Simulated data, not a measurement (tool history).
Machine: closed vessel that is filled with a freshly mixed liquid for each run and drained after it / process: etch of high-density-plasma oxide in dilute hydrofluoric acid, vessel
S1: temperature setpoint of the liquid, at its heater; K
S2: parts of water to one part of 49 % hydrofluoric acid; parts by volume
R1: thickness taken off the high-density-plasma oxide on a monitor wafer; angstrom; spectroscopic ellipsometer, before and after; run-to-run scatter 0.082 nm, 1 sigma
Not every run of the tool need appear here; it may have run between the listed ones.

Run 1, day 0.000: S1 294.15 K, S2 85 parts by volume, time in the liquid (s) 140. Result: R1 154.52 angstrom.
Run 2, day 0.329: S1 294.15 K, S2 85 parts by volume, time in the liquid (s) 150. Result: R1 162.36 angstrom.
Run 3, day 0.479: S1 292.65 K, S2 85 parts by volume, time in the liquid (s) 150. Result: R1 154.42 angstrom.
Run 4, day 0.700: S1 292.65 K, S2 65 parts by volume, time in the liquid (s) 150. Result: R1 206.28 angstrom.
Run 5, day 0.942: S1 292.15 K, S2 80 parts by volume, time in the liquid (s) 150. Result: R1 162.69 angstrom.
Run 6, day 1.158: S1 291.65 K, S2 90 parts by volume, time in the liquid (s) 150. Result: R1 140.51 angstrom.
Run 7, day 1.471: S1 291.15 K, S2 100 parts by volume, time in the liquid (s) 150. Result: R1 121.32 angstrom.

Predict the results of run 8:
Run 8, day 1.742: S1 290.65 K, S2 105 parts by volume, time in the liquid (s) 150. Result: R1 ?.

Run 8 gave R1 111.83 angstrom.
